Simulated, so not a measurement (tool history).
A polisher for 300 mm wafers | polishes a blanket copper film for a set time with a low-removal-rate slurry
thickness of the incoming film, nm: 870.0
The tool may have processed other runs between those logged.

run,hour,flow of slurry (ml/min),pressure of the wafer on the pad (kPa),speed of the pad under the wafer (cm/s),abrasive content of the slurry,polishing time (s),film removed (nm)
1,0.0,175,13.1,122,1.00,59,117.610
2,8.0,205,13.1,122,1.00,59,121.120
3,8.9,205,13.1,122,1.20,59,122.820
4,12.4,205,11.7,112,1.20,59,103.830
5,20.1,205,11.7,112,1.20,59,102.930
6,27.7,205,11.0,102,1.20,59,87.107

What does the tool deliver on the next run?
7,28.4,195,6.9,68,1.15,58,?

Run 7 produced film removed (nm) 37.939.
